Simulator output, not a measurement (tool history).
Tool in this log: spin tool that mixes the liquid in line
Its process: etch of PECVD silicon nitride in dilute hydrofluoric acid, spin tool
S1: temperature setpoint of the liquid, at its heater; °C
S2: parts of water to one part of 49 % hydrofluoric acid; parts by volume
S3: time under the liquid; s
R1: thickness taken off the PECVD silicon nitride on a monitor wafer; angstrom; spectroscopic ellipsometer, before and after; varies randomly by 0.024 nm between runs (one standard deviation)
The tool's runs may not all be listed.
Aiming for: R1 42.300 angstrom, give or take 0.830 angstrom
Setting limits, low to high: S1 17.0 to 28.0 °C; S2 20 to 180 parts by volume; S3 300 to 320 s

run,hour,S1,S2,S3,R1
1,0.0,20.0,100,300,67.033
2,8.8,20.0,80,300,83.657
3,15.2,19.0,95,300,65.891
4,21.0,18.5,105,300,57.507
5,25.0,18.5,85,300,71.166
6,30.3,18.5,115,300,52.666
7,35.0,18.5,115,300,52.853
8,42.6,18.0,120,300,48.891

Consider the 4 candidate settings below. Which is the only one whose results all fall within their allowed miss of target?
A,50.2,19.5,120,315,?
B,50.2,20.5,120,310,?
C,50.2,17.0,145,320,?
D,50.2,20.0,170,320,?

move,R1
A,57.233
B,60.261
C,40.806
D,42.835
A: misses by more than the last run did
B: misses by more than the last run did
C: pushes the last run's worst result past its target
D: every result within its allowed miss
Correct choice: D, which meets every target
